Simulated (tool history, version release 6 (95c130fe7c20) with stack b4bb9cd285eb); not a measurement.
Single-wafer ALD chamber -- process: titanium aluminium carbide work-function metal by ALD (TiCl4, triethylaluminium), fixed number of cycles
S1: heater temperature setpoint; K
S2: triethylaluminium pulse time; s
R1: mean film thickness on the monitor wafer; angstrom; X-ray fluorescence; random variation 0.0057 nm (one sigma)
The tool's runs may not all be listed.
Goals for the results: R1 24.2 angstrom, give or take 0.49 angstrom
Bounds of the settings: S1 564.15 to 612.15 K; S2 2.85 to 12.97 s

| run | hour | S1 | S2 | R1 |
|---|---|---|---|---|
| 1 | 0 | 588.15 | 7.91 | 20.965 |
| 2 | 8.1 | 588.15 | 8.81 | 21.4 |
| 3 | 12.3 | 583.15 | 8.81 | 20.935 |
| 4 | 13.9 | 588.15 | 9.36 | 21.509 |
| 5 | 14.5 | 588.15 | 10.74 | 21.988 |
| 6 | 22.8 | 592.15 | 11.24 | 22.428 |
| 7 | 29.1 | 596.15 | 11.68 | 22.896 |
| 8 | 30.9 | 599.15 | 12.01 | 23.256 |
| 9 | 32.5 | 599.15 | 12.01 | 23.141 |

4 candidate next runs follow, results not yet known. Just one meets every target within its allowed miss. Identify it.
| A | 34.1 | 605.15 | 12.81 | ? |
| B | 34.1 | 597.15 | 12.44 | ? |
| C | 34.1 | 583.15 | 9.22 | ? |
| D | 34.1 | 595.15 | 10.19 | ? |

| move | R1 |
|---|---|
| A | 23.952 |
| B | 23.071 |
| C | 21 |
| D | 22.488 |
A: hits every target within its allowed miss
B: moves away from the targets compared with the last run
C: moves away from the targets compared with the last run
D: moves away from the targets compared with the last run
Go with A: it meets all targets.

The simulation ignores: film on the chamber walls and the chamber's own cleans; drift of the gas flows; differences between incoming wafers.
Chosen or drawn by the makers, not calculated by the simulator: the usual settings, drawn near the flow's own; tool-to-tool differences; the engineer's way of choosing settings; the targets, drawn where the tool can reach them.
